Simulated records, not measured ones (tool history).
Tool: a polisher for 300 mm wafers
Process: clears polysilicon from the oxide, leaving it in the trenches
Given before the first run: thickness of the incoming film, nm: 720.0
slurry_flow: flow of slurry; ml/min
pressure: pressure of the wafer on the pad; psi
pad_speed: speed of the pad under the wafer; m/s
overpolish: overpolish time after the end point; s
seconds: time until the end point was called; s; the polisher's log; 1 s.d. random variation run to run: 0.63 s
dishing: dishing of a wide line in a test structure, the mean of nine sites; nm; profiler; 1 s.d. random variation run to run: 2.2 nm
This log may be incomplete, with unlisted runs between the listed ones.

{"run": 1, "hour": 0.0, "slurry_flow": 120, "pressure": 3.1, "pad_speed": 0.98, "overpolish": 15, "seconds": 42.733, "dishing": 86.715}
{"run": 2, "hour": 3.3, "slurry_flow": 120, "pressure": 3.2, "pad_speed": 0.98, "overpolish": 15, "seconds": 41.411, "dishing": 88.478}
{"run": 3, "hour": 5.7, "slurry_flow": 120, "pressure": 3.2, "pad_speed": 0.98, "overpolish": 11, "seconds": 41.703, "dishing": 81.134}
{"run": 4, "hour": 10.5, "slurry_flow": 120, "pressure": 3.2, "pad_speed": 0.8, "overpolish": 11, "seconds": 53.278, "dishing": 75.612}
{"run": 5, "hour": 12.2, "slurry_flow": 110, "pressure": 3.2, "pad_speed": 0.8, "overpolish": 11, "seconds": 51.806, "dishing": 76.692}
{"run": 6, "hour": 14.8, "slurry_flow": 90, "pressure": 3.2, "pad_speed": 0.8, "overpolish": 11, "seconds": 56.468, "dishing": 74.781}
{"run": 7, "hour": 21.5, "slurry_flow": 95, "pressure": 3.4, "pad_speed": 0.8, "overpolish": 12, "seconds": 50.903, "dishing": 80.498}

Run 8 comes next. What will it give?
{"run": 8, "hour": 27.2, "slurry_flow": 115, "pressure": 4.3, "pad_speed": 0.84, "overpolish": 9, "seconds": "?", "dishing": "?"}

{"run 8": {"seconds": 37.178, "dishing": 77.037}}
